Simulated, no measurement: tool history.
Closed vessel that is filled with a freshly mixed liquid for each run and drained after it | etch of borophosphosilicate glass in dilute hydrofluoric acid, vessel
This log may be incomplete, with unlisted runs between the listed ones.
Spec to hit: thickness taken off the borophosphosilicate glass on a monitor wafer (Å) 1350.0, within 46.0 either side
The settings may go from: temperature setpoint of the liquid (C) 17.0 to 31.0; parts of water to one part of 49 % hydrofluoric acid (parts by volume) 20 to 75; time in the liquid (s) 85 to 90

run  hour  temperature setpoint of the liquid (C)  parts of water to one part of 49 % hydrofluoric acid (parts by volume)  time in the liquid (s)  thickness taken off the borophosphosilicate glass on a monitor wafer (Å)
  1   0.0                                    23.0                                                                      45                      85                                                                    1054.2
  2   2.4                                    24.0                                                                      45                      85                                                                    1106.1
  3   6.0                                    27.5                                                                      45                      85                                                                    1263.7
  4   7.4                                    27.5                                                                      35                      85                                                                    1652.6
  5  13.4                                    27.5                                                                      25                      85                                                                    2338.3
  6  15.9                                    26.0                                                                      25                      85                                                                    2210.8
  7  17.6                                    24.5                                                                      25                      85                                                                    2094.3
  8  22.5                                    23.5                                                                      25                      85                                                                    1994.6
     30.5  -- thermometer replaced
  9  30.5                                    22.5                                                                      25                      85                                                                    2068.4
 10  34.3                                    22.0                                                                      25                      85                                                                    1964.9
 11  42.3                                    21.0                                                                      25                      85                                                                    1912.2
 12  44.4                                    20.5                                                                      25                      85                                                                    1874.8
 13  45.7                                    20.0                                                                      25                      85                                                                    1827.3
 14  46.7                                    19.5                                                                      25                      85                                                                    1810.0
 15  55.0                                    19.5                                                                      25                      85                                                                    1807.7
 16  61.8                                    19.0                                                                      25                      85                                                                    1746.5
 17  65.8                                    18.5                                                                      25                      85                                                                    1740.0
 18  71.9                                    18.0                                                                      25                      85                                                                    1670.6
 19  79.9                                    18.0                                                                      25                      85                                                                    1680.2

Which one of the following 5 next-run settings gets every result inside its allowed miss? There is exactly one.
  A  87.9                                    20.0                                                                      30                      85                                                                         ?
  B  87.9                                    17.5                                                                      30                      90                                                                         ?
  C  87.9                                    19.0                                                                      30                      85                                                                         ?
  D  87.9                                    19.5                                                                      35                      85                                                                         ?
  E  87.9                                    17.5                                                                      30                      85                                                                         ?

move  thickness taken off the borophosphosilicate glass on a monitor wafer (Å)
   A                                                                    1519.8
   B                                                                    1443.4
   C                                                                    1455.5
   D                                                                    1267.3
   E                                                                    1363.2
A: closer than the last run, but not yet in spec
B: closer than the last run, but not yet in spec
C: closer than the last run, but not yet in spec
D: pushes the last run's worst result past its target
E: each result inside its tolerance
E is the move that brings every result within its allowed miss.

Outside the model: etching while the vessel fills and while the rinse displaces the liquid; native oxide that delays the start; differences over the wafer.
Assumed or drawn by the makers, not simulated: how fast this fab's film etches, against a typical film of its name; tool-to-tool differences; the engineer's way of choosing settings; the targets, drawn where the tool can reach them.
